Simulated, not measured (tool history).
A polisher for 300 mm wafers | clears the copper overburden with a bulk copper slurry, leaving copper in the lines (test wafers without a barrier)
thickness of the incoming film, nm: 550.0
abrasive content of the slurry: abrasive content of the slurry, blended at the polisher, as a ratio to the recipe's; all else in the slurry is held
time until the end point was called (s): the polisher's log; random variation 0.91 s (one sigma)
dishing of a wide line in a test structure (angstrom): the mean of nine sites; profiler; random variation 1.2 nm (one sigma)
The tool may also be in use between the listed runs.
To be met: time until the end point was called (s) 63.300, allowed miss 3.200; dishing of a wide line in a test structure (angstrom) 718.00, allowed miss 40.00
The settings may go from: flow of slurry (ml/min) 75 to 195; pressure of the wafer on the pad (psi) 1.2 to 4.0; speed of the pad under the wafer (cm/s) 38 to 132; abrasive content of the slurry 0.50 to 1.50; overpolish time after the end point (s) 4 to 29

| run | hour | flow of slurry (ml/min) | pressure of the wafer on the pad (psi) | speed of the pad under the wafer (cm/s) | abrasive content of the slurry | overpolish time after the end point (s) | time until the end point was called (s) | dishing of a wide line in a test structure (angstrom) |
|---|---|---|---|---|---|---|---|---|
| 1 | 0.0 | 125 | 2.6 | 84 | 1.00 | 15 | 92.314 | 510.12 |
| 2 | 8.6 | 125 | 2.6 | 84 | 1.00 | 10 | 93.638 | 390.12 |
| 3 | 14.5 | 125 | 2.6 | 104 | 1.00 | 10 | 74.449 | 442.58 |
| 4 | 21.5 | 125 | 2.7 | 104 | 1.00 | 12 | 73.227 | 501.97 |
| 5 | 28.6 | 125 | 2.8 | 104 | 1.00 | 13 | 70.267 | 538.03 |
| 6 | 37.3 | 125 | 2.8 | 104 | 0.90 | 13 | 72.638 | 531.31 |
| 7 | 45.7 | 125 | 2.9 | 104 | 0.90 | 14 | 68.941 | 562.70 |
| 8 | 51.5 | 125 | 2.9 | 104 | 0.90 | 15 | 70.211 | 569.34 |
| 9 | 57.2 | 125 | 2.9 | 104 | 0.90 | 16 | 68.433 | 589.25 |
| 10 | 60.0 | 125 | 2.9 | 104 | 0.90 | 17 | 70.065 | 614.90 |
| 11 | 65.6 | 130 | 3.0 | 104 | 0.90 | 18 | 65.470 | 655.25 |

Which of these 4 next moves meets every target?
| A | 71.2 | 110 | 3.2 | 114 | 0.70 | 22 | ? | ? |
| B | 71.2 | 130 | 2.7 | 116 | 0.85 | 19 | ? | ? |
| C | 71.2 | 140 | 2.5 | 122 | 1.05 | 15 | ? | ? |
| D | 71.2 | 125 | 2.7 | 124 | 0.85 | 14 | ? | ? |

| move | time until the end point was called (s) | dishing of a wide line in a test structure (angstrom) |
|---|---|---|
| A | 64.252 | 699.68 |
| B | 68.314 | 643.15 |
| C | 65.511 | 590.71 |
| D | 64.542 | 580.39 |
A: meets every target
B: further off than the last run
C: further off than the last run
D: further off than the last run
The right move is A.
